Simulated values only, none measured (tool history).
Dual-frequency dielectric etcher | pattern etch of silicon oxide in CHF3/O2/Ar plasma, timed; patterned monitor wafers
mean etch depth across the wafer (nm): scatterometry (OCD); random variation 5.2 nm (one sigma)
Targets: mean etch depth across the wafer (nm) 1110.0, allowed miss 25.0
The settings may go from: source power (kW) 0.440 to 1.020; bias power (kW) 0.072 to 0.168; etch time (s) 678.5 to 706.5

run  hour  source power (kW)  bias power (kW)  etch time (s)  mean etch depth across the wafer (nm)
  1   0.0              0.730            0.120          678.5                                 1374.3
  2   7.8              0.700            0.117          678.5                                 1342.5
  3  10.4              0.670            0.114          678.5                                 1308.9
  4  14.3              0.760            0.114          678.5                                 1389.0
  5  21.9              0.720            0.112          678.5                                 1344.1
  6  29.8              0.720            0.112          678.5                                 1333.2
  7  31.7              0.690            0.110          678.5                                 1302.2
  8  38.3              0.660            0.109          678.5                                 1273.6
  9  40.3              0.520            0.096          678.5                                 1069.7
 10  42.0              0.570            0.097          678.5                                 1129.9

4 next moves are on the table. One of them brings every result within its allowed miss. Which?
  A  43.7              0.600            0.095          685.5                                      ?
  B  43.7              0.570            0.106          693.0                                      ?
  C  43.7              0.520            0.101          692.5                                      ?
  D  43.7              0.580            0.103          682.5                                      ?

move  mean etch depth across the wafer (nm)
   A                                 1182.5
   B                                 1193.0
   C                                 1112.0
   D                                 1178.3
A: further off than the last run
B: further off than the last run
C: meets every target
D: further off than the last run
The right move is C.
